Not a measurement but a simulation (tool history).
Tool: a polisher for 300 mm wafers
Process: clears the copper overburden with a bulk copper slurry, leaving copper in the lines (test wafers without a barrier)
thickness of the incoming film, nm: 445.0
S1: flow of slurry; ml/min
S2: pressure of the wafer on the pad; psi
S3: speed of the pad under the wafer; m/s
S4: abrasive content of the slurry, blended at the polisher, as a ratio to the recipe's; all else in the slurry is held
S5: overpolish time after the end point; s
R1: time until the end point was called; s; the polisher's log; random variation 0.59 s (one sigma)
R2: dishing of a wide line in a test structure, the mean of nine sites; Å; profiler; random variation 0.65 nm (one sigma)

| run | hour | S1 | S2 | S3 | S4 | S5 | R1 | R2 |
|---|---|---|---|---|---|---|---|---|
| 1 | 0.0 | 215 | 1.9 | 1.02 | 1.00 | 13 | 70.350 | 501.17 |
| 2 | 5.6 | 215 | 2.0 | 1.04 | 1.00 | 11 | 67.896 | 448.66 |
| 3 | 14.1 | 215 | 2.0 | 1.04 | 0.85 | 11 | 70.317 | 451.44 |
| 4 | 16.2 | 215 | 2.1 | 1.06 | 0.90 | 9 | 65.353 | 416.20 |
| 5 | 23.3 | 215 | 2.1 | 1.06 | 0.90 | 14 | 65.979 | 552.23 |
| 6 | 23.9 | 215 | 2.1 | 1.06 | 0.75 | 14 | 70.093 | 549.42 |

The next listed run, before its measurement:
| 7 | 32.8 | 215 | 2.3 | 1.10 | 1.00 | 8 | ? | ? |

{"run 7": {"R1": 58.399, "R2": 412.08}}
